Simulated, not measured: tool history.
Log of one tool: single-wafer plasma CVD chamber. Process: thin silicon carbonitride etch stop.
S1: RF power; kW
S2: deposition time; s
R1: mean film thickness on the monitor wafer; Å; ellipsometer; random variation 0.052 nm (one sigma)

| run | hour | S1 | S2 | R1 |
|---|---|---|---|---|
| 1 | 0 | 0.22 | 23.5 | 141.33 |
| 2 | 1.8 | 0.25 | 23.5 | 147.52 |
| 3 | 7.5 | 0.24 | 23 | 142.99 |
| 4 | 13.7 | 0.24 | 25.6 | 157.44 |
| 5 | 18.2 | 0.215 | 25.6 | 152.45 |
| 6 | 19.2 | 0.215 | 29 | 173.06 |
| 7 | 26.9 | 0.18 | 25.2 | 141.87 |

Run 8 comes next. What will it give?
| 8 | 32 | 0.155 | 21.4 | ? |

R1: 114.57 Å
